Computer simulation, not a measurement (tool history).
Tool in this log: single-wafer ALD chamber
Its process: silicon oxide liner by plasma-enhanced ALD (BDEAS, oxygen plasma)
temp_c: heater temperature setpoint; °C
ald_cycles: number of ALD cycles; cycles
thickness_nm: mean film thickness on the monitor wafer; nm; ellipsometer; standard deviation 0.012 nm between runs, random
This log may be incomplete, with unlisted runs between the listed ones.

run,hour,temp_c,ald_cycles,thickness_nm
1,0.0,310,34,3.0562
2,2.5,311,33,2.9451
3,5.0,312,33,2.9587
4,8.3,312,30,2.6483
5,13.5,312,26,2.3253
6,19.2,311,27,2.4139
7,27.5,309,28,2.5128

The next listed run, before its measurement:
8,32.5,306,29,?

Run 8 yielded thickness_nm 2.5997 nm.
